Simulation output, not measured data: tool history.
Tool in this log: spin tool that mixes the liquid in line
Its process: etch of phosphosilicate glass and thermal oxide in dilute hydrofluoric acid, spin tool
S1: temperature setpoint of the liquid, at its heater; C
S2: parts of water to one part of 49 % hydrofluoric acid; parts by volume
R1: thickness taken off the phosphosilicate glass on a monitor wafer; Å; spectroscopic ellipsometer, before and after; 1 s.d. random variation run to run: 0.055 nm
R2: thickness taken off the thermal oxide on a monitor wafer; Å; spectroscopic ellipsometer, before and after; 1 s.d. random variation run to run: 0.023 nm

{"run": 1, "day": 0.0, "S1": 21, "S2": 230, "time under the liquid (s)": 55, "R1": 131.33, "R2": 7.7875}
{"run": 2, "day": 0.188, "S1": 21, "S2": 230, "time under the liquid (s)": 45, "R1": 107.56, "R2": 6.3199}
{"run": 3, "day": 0.538, "S1": 20, "S2": 235, "time under the liquid (s)": 45, "R1": 100.37, "R2": 6.6311}
{"run": 4, "day": 0.567, "S1": 22.5, "S2": 235, "time under the liquid (s)": 45, "R1": 109.86, "R2": 6.785}
{"run": 5, "day": 0.758, "S1": 22.5, "S2": 275, "time under the liquid (s)": 45, "R1": 90.863, "R2": 5.3382}
{"run": 6, "day": 0.925, "S1": 22.5, "S2": 355, "time under the liquid (s)": 45, "R1": 65.232, "R2": 4.3473}
{"run": 7, "day": 1.225, "S1": 24, "S2": 350, "time under the liquid (s)": 45, "R1": 70.382, "R2": 4.0201}
{"run": 8, "day": 1.454, "S1": 24, "S2": 340, "time under the liquid (s)": 45, "R1": 73.098, "R2": 4.7596}
{"run": 9, "day": 1.658, "S1": 25, "S2": 340, "time under the liquid (s)": 45, "R1": 75.336, "R2": 5.0555}

Expected results for the next run?
{"run": 10, "day": 1.738, "S1": 25.5, "S2": 335, "time under the liquid (s)": 45, "R1": "?", "R2": "?"}

For run 10 the tool returned R1 77.462 Å, R2 5.0546 Å.

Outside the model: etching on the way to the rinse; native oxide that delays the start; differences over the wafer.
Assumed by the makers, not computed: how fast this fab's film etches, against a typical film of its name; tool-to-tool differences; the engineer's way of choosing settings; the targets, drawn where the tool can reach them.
